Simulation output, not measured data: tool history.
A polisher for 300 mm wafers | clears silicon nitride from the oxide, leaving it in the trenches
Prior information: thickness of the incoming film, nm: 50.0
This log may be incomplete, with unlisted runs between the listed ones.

| run | hour | flow of slurry (ml/min) | pressure of the wafer on the pad (kPa) | speed of the pad under the wafer (m/s) | overpolish time after the end point (s) | time until the end point was called (s) |
|---|---|---|---|---|---|---|
| 1 | 0 | 230 | 13.8 | 0.92 | 15 | 70.276 |
| 2 | 0.7 | 230 | 12.4 | 0.9 | 15 | 80.41 |
| 3 | 5.3 | 205 | 12.4 | 0.9 | 15 | 80.034 |
| 4 | 7.5 | 205 | 13.8 | 0.9 | 15 | 73.782 |
| 5 | 10.1 | 205 | 13.8 | 0.9 | 15 | 73.633 |
| 6 | 18.5 | 180 | 13.8 | 0.9 | 15 | 76.72 |

Estimate the outcome of run 7 from the log above:
| 7 | 19.1 | 180 | 12.4 | 0.88 | 15 | ? |

{"run 7": {"time until the end point was called (s)": 84.429}}
